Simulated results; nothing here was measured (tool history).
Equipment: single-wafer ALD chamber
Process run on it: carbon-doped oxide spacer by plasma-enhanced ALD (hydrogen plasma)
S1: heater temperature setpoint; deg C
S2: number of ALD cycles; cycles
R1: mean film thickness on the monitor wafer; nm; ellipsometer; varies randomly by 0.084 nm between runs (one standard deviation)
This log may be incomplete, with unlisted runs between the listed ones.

run 1 hour=0 | S1=380 S2=446 | R1=21.836
run 2 hour=8.9 | S1=385 S2=446 | R1=21.757
run 3 hour=15.5 | S1=378 S2=446 | R1=21.74
run 4 hour=21.4 | S1=378 S2=423 | R1=20.663
run 5 hour=22.3 | S1=384 S2=423 | R1=20.535
run 6 hour=24.6 | S1=384 S2=407 | R1=19.85

The next listed run, before its measurement:
run 7 hour=29.9 | S1=384 S2=393 | R1=?

Run 7 gave R1 19.268 nm.
